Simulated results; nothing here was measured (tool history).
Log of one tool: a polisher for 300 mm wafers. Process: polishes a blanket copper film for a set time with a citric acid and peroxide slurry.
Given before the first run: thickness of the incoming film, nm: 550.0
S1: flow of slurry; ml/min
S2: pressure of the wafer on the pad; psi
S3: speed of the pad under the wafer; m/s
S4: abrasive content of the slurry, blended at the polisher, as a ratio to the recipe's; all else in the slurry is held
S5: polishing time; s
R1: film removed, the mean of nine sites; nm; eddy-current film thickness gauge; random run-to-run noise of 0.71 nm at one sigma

Run 1, hour 0.0: S1 130 ml/min, S2 4.0 psi, S3 1.12 m/s, S4 1.0, S5 34 s. Result: R1 125.780 nm.
Run 2, hour 3.9: S1 125 ml/min, S2 3.5 psi, S3 1.10 m/s, S4 1.0, S5 34 s. Result: R1 107.950 nm.
Run 3, hour 8.0: S1 125 ml/min, S2 3.5 psi, S3 1.32 m/s, S4 1.0, S5 34 s. Result: R1 126.410 nm.
Run 4, hour 9.2: S1 125 ml/min, S2 3.1 psi, S3 1.32 m/s, S4 1.0, S5 34 s. Result: R1 113.600 nm.
Run 5, hour 11.0: S1 125 ml/min, S2 3.1 psi, S3 1.14 m/s, S4 1.0, S5 34 s. Result: R1 100.070 nm.
Run 6, hour 12.7: S1 120 ml/min, S2 2.8 psi, S3 1.12 m/s, S4 1.0, S5 34 s. Result: R1 89.914 nm.
Run 7, hour 20.0: S1 115 ml/min, S2 2.6 psi, S3 1.10 m/s, S4 1.0, S5 34 s. Result: R1 82.245 nm.
Run 8, hour 21.3: S1 100 ml/min, S2 1.8 psi, S3 1.08 m/s, S4 1.0, S5 34 s. Result: R1 56.745 nm.
Run 9, hour 25.0: S1 105 ml/min, S2 1.8 psi, S3 1.08 m/s, S4 1.0, S5 34 s. Result: R1 57.782 nm.
Run 10, hour 28.9: S1 105 ml/min, S2 1.8 psi, S3 1.08 m/s, S4 1.0, S5 34 s. Result: R1 58.099 nm.
Run 11, hour 30.8: S1 105 ml/min, S2 1.8 psi, S3 1.08 m/s, S4 1.0, S5 34 s. Result: R1 57.409 nm.
Run 12, hour 31.8: S1 105 ml/min, S2 1.8 psi, S3 1.08 m/s, S4 1.0, S5 34 s. Result: R1 57.799 nm.
At hour 33.7: worn pad replaced by a new one.
Run 13, hour 33.7: S1 110 ml/min, S2 1.8 psi, S3 1.08 m/s, S4 1.0, S5 34 s. Result: R1 61.591 nm.
Run 14, hour 37.0: S1 115 ml/min, S2 1.8 psi, S3 1.08 m/s, S4 1.0, S5 34 s. Result: R1 62.401 nm.

Expected results for the next run?
Run 15, hour 40.0: S1 120 ml/min, S2 1.8 psi, S3 1.08 m/s, S4 1.0, S5 34 s. Result: R1 ?.

Run 15 yielded R1 60.868 nm.

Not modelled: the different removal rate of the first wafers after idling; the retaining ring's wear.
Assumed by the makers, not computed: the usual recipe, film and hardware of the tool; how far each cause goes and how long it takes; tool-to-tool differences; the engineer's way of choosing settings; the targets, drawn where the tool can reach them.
